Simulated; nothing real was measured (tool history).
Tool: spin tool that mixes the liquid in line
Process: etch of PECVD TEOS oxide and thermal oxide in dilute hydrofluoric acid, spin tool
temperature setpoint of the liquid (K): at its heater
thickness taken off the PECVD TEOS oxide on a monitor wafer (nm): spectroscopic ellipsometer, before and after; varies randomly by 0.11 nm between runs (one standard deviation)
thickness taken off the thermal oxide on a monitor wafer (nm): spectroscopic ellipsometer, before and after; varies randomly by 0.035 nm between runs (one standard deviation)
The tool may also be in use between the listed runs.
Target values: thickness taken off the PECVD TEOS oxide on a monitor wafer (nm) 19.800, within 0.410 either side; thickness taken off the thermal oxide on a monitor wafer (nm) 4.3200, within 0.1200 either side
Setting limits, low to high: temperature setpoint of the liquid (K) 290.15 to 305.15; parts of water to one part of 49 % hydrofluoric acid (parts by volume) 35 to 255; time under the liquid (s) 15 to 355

| run | hour | temperature setpoint of the liquid (K) | parts of water to one part of 49 % hydrofluoric acid (parts by volume) | time under the liquid (s) | thickness taken off the PECVD TEOS oxide on a monitor wafer (nm) | thickness taken off the thermal oxide on a monitor wafer (nm) |
|---|---|---|---|---|---|---|
| 1 | 0.0 | 297.15 | 145 | 180 | 24.186 | 5.2718 |
| 2 | 0.9 | 299.65 | 145 | 180 | 26.561 | 5.7747 |
| 3 | 8.8 | 301.65 | 145 | 180 | 28.487 | 6.3312 |
| 4 | 13.1 | 301.65 | 145 | 215 | 33.936 | 7.4702 |
| 5 | 18.0 | 301.65 | 125 | 215 | 40.595 | 8.8595 |
| 6 | 22.0 | 300.15 | 130 | 215 | 36.759 | 7.9091 |
| 7 | 25.7 | 299.15 | 135 | 215 | 33.880 | 7.3059 |
| 8 | 28.5 | 298.15 | 140 | 215 | 31.250 | 6.7894 |
| 9 | 36.4 | 297.15 | 145 | 215 | 28.784 | 6.3660 |
| 10 | 43.2 | 293.15 | 175 | 210 | 19.373 | 4.2410 |
| 11 | 45.3 | 293.15 | 175 | 210 | 19.362 | 4.2306 |

Consider the 4 candidate settings below. Which is the only one whose results all fall within their allowed miss of target?
| A | 47.4 | 290.15 | 75 | 90 | ? | ? |
| B | 47.4 | 294.65 | 185 | 215 | ? | ? |
| C | 47.4 | 293.65 | 250 | 305 | ? | ? |
| D | 47.4 | 290.15 | 130 | 165 | ? | ? |

| move | thickness taken off the PECVD TEOS oxide on a monitor wafer (nm) | thickness taken off the thermal oxide on a monitor wafer (nm) |
|---|---|---|
| A | 18.950 | 4.0756 |
| B | 19.621 | 4.2200 |
| C | 18.601 | 4.0006 |
| D | 18.933 | 4.0719 |
A: lands further from the targets than the last run did
B: every result within its allowed miss
C: lands further from the targets than the last run did
D: lands further from the targets than the last run did
Move B is the one to make.

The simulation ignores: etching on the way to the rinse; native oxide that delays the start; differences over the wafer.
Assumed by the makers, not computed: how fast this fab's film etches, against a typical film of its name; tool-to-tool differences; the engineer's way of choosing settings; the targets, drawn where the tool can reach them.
